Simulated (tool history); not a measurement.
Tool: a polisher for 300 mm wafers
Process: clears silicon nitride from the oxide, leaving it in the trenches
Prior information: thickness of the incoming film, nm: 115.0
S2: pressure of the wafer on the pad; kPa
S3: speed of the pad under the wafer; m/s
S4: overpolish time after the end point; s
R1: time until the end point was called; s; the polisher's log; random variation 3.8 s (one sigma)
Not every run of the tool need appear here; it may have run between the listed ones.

{"run": 1, "day": 0.0, "flow of slurry (ml/min)": 280, "S2": 16.5, "S3": 1.02, "S4": 25, "R1": 163.63}
{"run": 2, "day": 0.021, "flow of slurry (ml/min)": 280, "S2": 14.5, "S3": 1.0, "S4": 25, "R1": 183.74}
{"run": 3, "day": 0.221, "flow of slurry (ml/min)": 235, "S2": 14.5, "S3": 1.0, "S4": 25, "R1": 187.86}
{"run": 4, "day": 0.55, "flow of slurry (ml/min)": 235, "S2": 14.5, "S3": 0.8, "S4": 25, "R1": 235.46}
{"run": 5, "day": 0.658, "flow of slurry (ml/min)": 235, "S2": 13.8, "S3": 0.8, "S4": 25, "R1": 249.38}
{"run": 6, "day": 0.75, "flow of slurry (ml/min)": 235, "S2": 17.2, "S3": 0.8, "S4": 25, "R1": 204.66}
{"run": 7, "day": 0.996, "flow of slurry (ml/min)": 235, "S2": 15.9, "S3": 0.8, "S4": 25, "R1": 216.78}
{"run": 8, "day": 1.362, "flow of slurry (ml/min)": 235, "S2": 14.5, "S3": 0.8, "S4": 25, "R1": 232.5}
{"run": 9, "day": 1.579, "flow of slurry (ml/min)": 235, "S2": 13.8, "S3": 0.8, "S4": 25, "R1": 241.64}

Estimate the outcome of run 10 from the log above:
{"run": 10, "day": 1.812, "flow of slurry (ml/min)": 235, "S2": 13.1, "S3": 0.8, "S4": 25, "R1": "?"}

Run 10 measured R1 249.42 s.

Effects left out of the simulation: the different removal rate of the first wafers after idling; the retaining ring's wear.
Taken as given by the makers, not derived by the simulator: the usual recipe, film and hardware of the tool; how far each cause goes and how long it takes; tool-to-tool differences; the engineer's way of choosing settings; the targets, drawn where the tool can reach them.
